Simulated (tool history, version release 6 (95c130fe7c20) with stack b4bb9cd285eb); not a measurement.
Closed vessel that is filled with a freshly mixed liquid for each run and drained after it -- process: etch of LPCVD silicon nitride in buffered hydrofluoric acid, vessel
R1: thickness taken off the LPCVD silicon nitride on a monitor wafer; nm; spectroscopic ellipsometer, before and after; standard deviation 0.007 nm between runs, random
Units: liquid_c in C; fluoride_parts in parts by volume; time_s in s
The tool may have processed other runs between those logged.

run 1 hour=0.0 | liquid_c=22.0 fluoride_parts=7.5 time_s=95 | R1=1.61780
run 2 hour=5.8 | liquid_c=22.0 fluoride_parts=7.5 time_s=45 | R1=0.77097
run 3 hour=9.6 | liquid_c=22.0 fluoride_parts=7.5 time_s=45 | R1=0.76977
run 4 hour=14.0 | liquid_c=24.5 fluoride_parts=7.0 time_s=45 | R1=0.95380
run 5 hour=22.4 | liquid_c=25.0 fluoride_parts=6.5 time_s=55 | R1=1.26660
run 6 hour=27.2 | liquid_c=25.0 fluoride_parts=6.5 time_s=95 | R1=2.19360
run 7 hour=29.4 | liquid_c=23.5 fluoride_parts=6.5 time_s=95 | R1=2.02900
run 8 hour=34.7 | liquid_c=23.5 fluoride_parts=7.0 time_s=95 | R1=1.89170
run 9 hour=42.8 | liquid_c=22.0 fluoride_parts=7.0 time_s=95 | R1=1.75170
run 10 hour=49.4 | liquid_c=24.0 fluoride_parts=7.0 time_s=95 | R1=1.95820
run 11 hour=58.3 | liquid_c=23.0 fluoride_parts=7.0 time_s=95 | R1=1.84240
run 12 hour=63.4 | liquid_c=22.0 fluoride_parts=7.0 time_s=95 | R1=1.75210

Run 13 is up next; what results do you expect?
run 13 hour=65.5 | liquid_c=22.0 fluoride_parts=7.5 time_s=95 | R1=?

For run 13 the tool returned R1 1.61900 nm.

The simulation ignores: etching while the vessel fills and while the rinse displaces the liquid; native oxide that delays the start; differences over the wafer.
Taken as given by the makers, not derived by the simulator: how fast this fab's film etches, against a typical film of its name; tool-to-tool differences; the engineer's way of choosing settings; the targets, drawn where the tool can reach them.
